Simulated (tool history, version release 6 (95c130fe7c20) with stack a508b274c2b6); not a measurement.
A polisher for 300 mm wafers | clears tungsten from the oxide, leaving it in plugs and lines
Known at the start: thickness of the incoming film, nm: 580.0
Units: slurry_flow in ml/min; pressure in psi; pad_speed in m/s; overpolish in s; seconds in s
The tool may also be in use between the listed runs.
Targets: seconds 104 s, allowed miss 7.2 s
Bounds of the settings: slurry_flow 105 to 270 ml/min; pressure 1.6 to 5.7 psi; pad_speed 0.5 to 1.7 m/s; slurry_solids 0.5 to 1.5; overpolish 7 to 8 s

run  hour  slurry_flow  pressure  pad_speed  slurry_solids  overpolish  seconds
  1     0          175       3.6        1.1              1           8   121.19
  2   1.9          175       3.7        1.1              1           8   120.73
  3     3          175       3.8        1.1              1           8   117.55
  4    11          175       3.9        1.1              1           8   113.12
  5  17.8          175       3.9          1              1           8   126.12
  6    26          175       3.9       0.88              1           8    137.8
     32.6  -- head pressure recalibrated
  7  32.6          175       4.1        0.9              1           8   140.78
  8  40.1          175       4.1        0.9              1           8   140.73

Which of these 4 next moves meets every target?
  A  47.6          160       4.5       1.18           0.95           7        ?
  B  47.6          185       4.5        0.5            0.9           7        ?
  C  47.6          175         3       1.34            1.1           8        ?
  D  47.6          135       4.5       0.98           1.15           8        ?

move  seconds
   A   99.841
   B   224.53
   C   124.26
   D   117.96
A: meets every target
B: further off than the last run
C: nearer than the last run, and not there yet
D: nearer than the last run, and not there yet
The right move is A.
